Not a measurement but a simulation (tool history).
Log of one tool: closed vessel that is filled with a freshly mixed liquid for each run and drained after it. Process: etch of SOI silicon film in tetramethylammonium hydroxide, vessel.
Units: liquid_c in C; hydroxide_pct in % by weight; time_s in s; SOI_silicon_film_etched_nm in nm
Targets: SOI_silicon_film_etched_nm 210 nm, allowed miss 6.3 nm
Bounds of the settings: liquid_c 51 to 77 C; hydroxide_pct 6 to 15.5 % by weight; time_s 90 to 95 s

run  hour  liquid_c  hydroxide_pct  time_s  SOI_silicon_film_etched_nm
  1     0        64           10.5      90                      413.37
  2   6.7      62.5           10.5      90                      382.13
  3   8.9      62.5           10.5      90                      375.94
  4  13.2      61.5           10.5      90                      353.41
  5  18.4      60.5           10.5      90                      336.18
  6  20.7      59.5           10.5      90                      316.01
  7  29.4      58.5           10.5      90                       300.4
  8    36      57.5           10.5      90                       275.8
  9  41.5      52.5           10.5      90                      197.59

Which of these 5 next moves meets every target?
  A    47        53             12      95                           ?
  B    47        51           10.5      95                           ?
  C    47      55.5             12      90                           ?
  D    47        52           12.5      95                           ?
  E    47        51              9      90                           ?

move  SOI_silicon_film_etched_nm
   A                      207.26
   B                       190.9
   C                      230.97
   D                       190.8
   E                      191.51
A: meets every target
B: further off than the last run
C: takes the result that was furthest off past its target
D: further off than the last run
E: further off than the last run
The right move is A.
